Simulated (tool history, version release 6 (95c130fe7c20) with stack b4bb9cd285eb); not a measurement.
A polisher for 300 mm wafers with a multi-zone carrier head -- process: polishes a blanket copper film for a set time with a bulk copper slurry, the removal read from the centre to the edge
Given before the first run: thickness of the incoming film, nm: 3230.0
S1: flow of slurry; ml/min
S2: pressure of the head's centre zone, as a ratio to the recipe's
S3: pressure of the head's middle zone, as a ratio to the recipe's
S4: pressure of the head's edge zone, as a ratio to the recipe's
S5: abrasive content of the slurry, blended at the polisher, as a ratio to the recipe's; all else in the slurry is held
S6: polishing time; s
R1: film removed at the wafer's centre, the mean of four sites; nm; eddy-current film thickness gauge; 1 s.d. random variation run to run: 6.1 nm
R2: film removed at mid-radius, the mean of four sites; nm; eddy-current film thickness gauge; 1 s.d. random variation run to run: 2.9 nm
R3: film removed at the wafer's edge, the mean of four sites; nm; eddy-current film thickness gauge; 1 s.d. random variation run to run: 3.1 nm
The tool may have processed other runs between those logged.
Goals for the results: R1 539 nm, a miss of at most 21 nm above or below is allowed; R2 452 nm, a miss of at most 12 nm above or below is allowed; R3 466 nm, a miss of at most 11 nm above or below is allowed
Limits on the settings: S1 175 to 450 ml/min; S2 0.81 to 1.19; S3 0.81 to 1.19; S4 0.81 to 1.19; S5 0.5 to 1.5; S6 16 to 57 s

run	day	S1	S2	S3	S4	S5	S6	R1	R2	R3
1	0	290	1	1	1	1	36	448.3	436.06	447.03
2	0.046	290	0.96	1	1	1	36	432.93	437.79	447.86
3	0.075	305	1	1	1.01	1	36	457.44	438.42	451.02
4	0.221	305	1	0.93	1.01	1	36	462.65	416.03	453.25
5	0.583	305	1	0.93	1.01	1	31	393.75	355.42	395.97
6	0.942	305	1	0.89	1.01	1	31	394.35	344.68	392.8
7	1.208	320	1.04	0.94	1.04	1.05	31	421.18	365.51	403.41
8	1.288	330	1.06	0.96	1.06	1.15	31	439.19	376.42	409.08
9	1.392	335	1.07	0.98	1.08	1.25	32	459.46	403.69	435.71
10	1.438	345	1.09	1	1.09	1.3	32	478.89	421.32	434.69
11	1.612	350	1.1	1	1.11	1.35	32	477.43	417.69	437.27
12	1.962	350	1.1	1	1.11	1.35	32	470.74	415.68	446.53

Exercise: of the 4 proposed moves below, exactly one satisfies all targets within the stated allowed misses. Which move is it?
A	2.312	430	1.09	1.06	1.19	1.4	32	?	?	?
B	2.312	340	1.16	1.03	1.06	1.2	35	?	?	?
C	2.312	365	1.07	1.04	1.09	1.25	34	?	?	?
D	2.312	330	1.18	0.99	1.15	1.4	33	?	?	?

move	R1	R2	R3
A	478.9	448.4	463.33
B	530.93	456.37	468.4
C	482.14	453.18	464.34
D	524.08	428.36	466.57
A: an improvement on the last run, though not all results are within tolerance
B: in spec on every target
C: an improvement on the last run, though not all results are within tolerance
D: brings the last run's worst result on target, with another outside its allowed miss
B is the move that brings every result within its allowed miss.

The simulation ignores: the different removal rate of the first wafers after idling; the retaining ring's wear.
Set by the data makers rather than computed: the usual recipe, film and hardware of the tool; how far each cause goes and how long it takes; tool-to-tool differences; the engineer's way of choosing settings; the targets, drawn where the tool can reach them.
